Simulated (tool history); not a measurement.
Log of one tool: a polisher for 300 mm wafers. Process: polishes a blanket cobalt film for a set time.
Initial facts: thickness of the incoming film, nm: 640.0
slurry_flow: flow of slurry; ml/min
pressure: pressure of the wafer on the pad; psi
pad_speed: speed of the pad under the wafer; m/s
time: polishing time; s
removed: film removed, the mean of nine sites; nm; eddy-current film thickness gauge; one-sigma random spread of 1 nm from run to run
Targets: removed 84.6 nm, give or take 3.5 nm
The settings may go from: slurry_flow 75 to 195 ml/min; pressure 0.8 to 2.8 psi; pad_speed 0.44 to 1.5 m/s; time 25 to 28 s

{"run": 1, "day": 0.0, "slurry_flow": 125, "pressure": 1.8, "pad_speed": 0.96, "time": 28, "removed": 147.23}
{"run": 2, "day": 0.104, "slurry_flow": 125, "pressure": 1.8, "pad_speed": 1.08, "time": 28, "removed": 162.23}
{"run": 3, "day": 0.133, "slurry_flow": 125, "pressure": 1.6, "pad_speed": 1.06, "time": 28, "removed": 144.83}
{"run": 4, "day": 0.367, "slurry_flow": 125, "pressure": 1.4, "pad_speed": 1.06, "time": 28, "removed": 120.77}
{"run": 5, "day": 0.5, "slurry_flow": 125, "pressure": 1.3, "pad_speed": 1.06, "time": 28, "removed": 112.59}
{"run": 6, "day": 0.788, "slurry_flow": 125, "pressure": 1.5, "pad_speed": 1.06, "time": 28, "removed": 132.26}
{"run": 7, "day": 0.817, "slurry_flow": 125, "pressure": 1.4, "pad_speed": 1.06, "time": 28, "removed": 122.93}
{"run": 8, "day": 0.958, "slurry_flow": 125, "pressure": 1.3, "pad_speed": 1.06, "time": 28, "removed": 115.15}
{"run": 9, "day": 1.092, "slurry_flow": 125, "pressure": 1.2, "pad_speed": 1.06, "time": 28, "removed": 107.62}

Of the 4 settings listed for the next run, only one would bring every result within its allowed miss of target. Which one?
{"run": "A", "day": 1.225, "slurry_flow": 105, "pressure": 1.3, "pad_speed": 1.18, "time": 28, "removed": "?"}
{"run": "B", "day": 1.225, "slurry_flow": 115, "pressure": 1.4, "pad_speed": 1.14, "time": 28, "removed": "?"}
{"run": "C", "day": 1.225, "slurry_flow": 90, "pressure": 1.1, "pad_speed": 1.12, "time": 25, "removed": "?"}
{"run": "D", "day": 1.225, "slurry_flow": 125, "pressure": 1.1, "pad_speed": 0.76, "time": 28, "removed": "?"}

move=A removed=119.91
move=B removed=128.37
move=C removed=83.69
move=D removed=77.174
A: further off than the last run
B: further off than the last run
C: hits every target within its allowed miss
D: carries the result that was furthest off beyond its target, to the other side
C meets every target.
